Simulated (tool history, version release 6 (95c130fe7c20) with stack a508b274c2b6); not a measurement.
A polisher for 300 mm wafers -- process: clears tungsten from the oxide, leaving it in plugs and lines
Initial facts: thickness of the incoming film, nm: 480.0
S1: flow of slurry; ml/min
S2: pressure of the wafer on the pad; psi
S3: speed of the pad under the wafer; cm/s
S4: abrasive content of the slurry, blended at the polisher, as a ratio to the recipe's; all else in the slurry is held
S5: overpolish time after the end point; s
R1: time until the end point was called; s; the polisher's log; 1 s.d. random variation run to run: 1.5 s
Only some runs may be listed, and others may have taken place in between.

run,hour,S1,S2,S3,S4,S5,R1
1,0.0,240,2.5,106,1.00,28,153.04
2,2.4,240,2.5,106,1.00,30,151.65
3,8.6,240,2.5,106,1.15,30,148.08
4,17.0,235,2.4,106,1.15,30,154.42
5,22.7,205,2.4,106,1.15,30,153.00
6,27.0,205,2.4,106,0.95,30,164.78
7,28.1,200,2.3,106,0.95,30,169.13

Run 8, settings as shown, results not yet in. Your forecast:
# hour 35.2: slurry tank refilled with fresh slurry and peroxide
8,35.2,200,2.1,106,0.95,30,?

Logged for run 8: R1 168.35 s.

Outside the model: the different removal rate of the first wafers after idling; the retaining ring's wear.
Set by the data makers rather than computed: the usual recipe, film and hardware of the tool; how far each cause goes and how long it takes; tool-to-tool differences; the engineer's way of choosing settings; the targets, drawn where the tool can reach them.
